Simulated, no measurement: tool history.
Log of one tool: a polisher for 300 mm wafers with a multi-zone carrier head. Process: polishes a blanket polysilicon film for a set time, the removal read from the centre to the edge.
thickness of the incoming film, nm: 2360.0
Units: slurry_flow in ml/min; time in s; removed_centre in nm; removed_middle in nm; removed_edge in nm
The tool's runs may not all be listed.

{"run": 1, "day": 0.0, "slurry_flow": 290, "centre_zone": 1, "middle_zone": 1, "edge_zone": 1, "time": 49, "removed_centre": 347.31, "removed_middle": 370.37, "removed_edge": 371.41}
{"run": 2, "day": 0.117, "slurry_flow": 290, "centre_zone": 1, "middle_zone": 1.01, "edge_zone": 0.98, "time": 47, "removed_centre": 329.58, "removed_middle": 359.97, "removed_edge": 358.12}
{"run": 3, "day": 0.421, "slurry_flow": 290, "centre_zone": 1, "middle_zone": 1.01, "edge_zone": 0.89, "time": 47, "removed_centre": 333.35, "removed_middle": 355.26, "removed_edge": 337.88}
{"run": 4, "day": 0.796, "slurry_flow": 290, "centre_zone": 1, "middle_zone": 0.95, "edge_zone": 0.89, "time": 47, "removed_centre": 333.54, "removed_middle": 332.9, "removed_edge": 341.13}
{"run": 5, "day": 1.083, "slurry_flow": 220, "centre_zone": 1, "middle_zone": 0.95, "edge_zone": 0.89, "time": 47, "removed_centre": 323.27, "removed_middle": 336.38, "removed_edge": 338.63}
{"run": 6, "day": 1.238, "slurry_flow": 225, "centre_zone": 1, "middle_zone": 0.96, "edge_zone": 0.88, "time": 45, "removed_centre": 316.96, "removed_middle": 317.5, "removed_edge": 322.08}
{"run": 7, "day": 1.533, "slurry_flow": 210, "centre_zone": 0.93, "middle_zone": 1.06, "edge_zone": 0.81, "time": 31, "removed_centre": 199.71, "removed_middle": 240.11, "removed_edge": 213.58}
{"run": 8, "day": 1.583, "slurry_flow": 220, "centre_zone": 0.94, "middle_zone": 1.06, "edge_zone": 0.81, "time": 31, "removed_centre": 200.79, "removed_middle": 236.44, "removed_edge": 215.02}
{"day": 1.7, "done": "edge zone pressure recalibrated"}
{"run": 9, "day": 1.7, "slurry_flow": 225, "centre_zone": 0.95, "middle_zone": 1.07, "edge_zone": 0.81, "time": 31, "removed_centre": 204.87, "removed_middle": 239.35, "removed_edge": 205.62}
{"run": 10, "day": 1.958, "slurry_flow": 230, "centre_zone": 0.95, "middle_zone": 1.07, "edge_zone": 0.82, "time": 31, "removed_centre": 204.08, "removed_middle": 244.06, "removed_edge": 204.7}
{"run": 11, "day": 2.192, "slurry_flow": 230, "centre_zone": 0.95, "middle_zone": 1.07, "edge_zone": 0.82, "time": 31, "removed_centre": 206.94, "removed_middle": 242.8, "removed_edge": 209.15}
{"run": 12, "day": 2.217, "slurry_flow": 235, "centre_zone": 0.95, "middle_zone": 1.07, "edge_zone": 0.83, "time": 31, "removed_centre": 205.3, "removed_middle": 243.17, "removed_edge": 207.8}
{"run": 13, "day": 2.321, "slurry_flow": 235, "centre_zone": 0.96, "middle_zone": 1.07, "edge_zone": 0.84, "time": 31, "removed_centre": 206.81, "removed_middle": 243.16, "removed_edge": 209.72}

The next listed run, before its measurement:
{"run": 14, "day": 2.462, "slurry_flow": 240, "centre_zone": 0.97, "middle_zone": 1.07, "edge_zone": 0.85, "time": 31, "removed_centre": "?", "removed_middle": "?", "removed_edge": "?"}

Run 14 gave removed_centre 212.63 nm, removed_middle 243.14 nm, removed_edge 210.2 nm.
